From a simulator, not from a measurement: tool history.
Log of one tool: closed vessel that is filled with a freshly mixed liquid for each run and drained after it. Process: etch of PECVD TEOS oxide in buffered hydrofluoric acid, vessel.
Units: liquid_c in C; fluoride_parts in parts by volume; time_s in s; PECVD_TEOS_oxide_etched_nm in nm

run,hour,liquid_c,fluoride_parts,time_s,PECVD_TEOS_oxide_etched_nm
1,0.0,20.0,7.0,30,95.635
2,5.2,19.0,7.5,30,85.760
3,10.4,18.5,7.5,30,81.978
4,13.5,18.5,6.5,30,95.964
5,16.5,18.0,7.0,30,87.674
6,18.3,20.0,7.0,30,97.770
7,21.2,19.0,7.5,30,85.125
8,24.4,18.5,7.5,30,82.233
9,25.0,18.0,7.5,30,79.644

Run 10 comes next. What will it give?
10,26.6,17.5,7.5,30,?

PECVD_TEOS_oxide_etched_nm: 78.175 nm
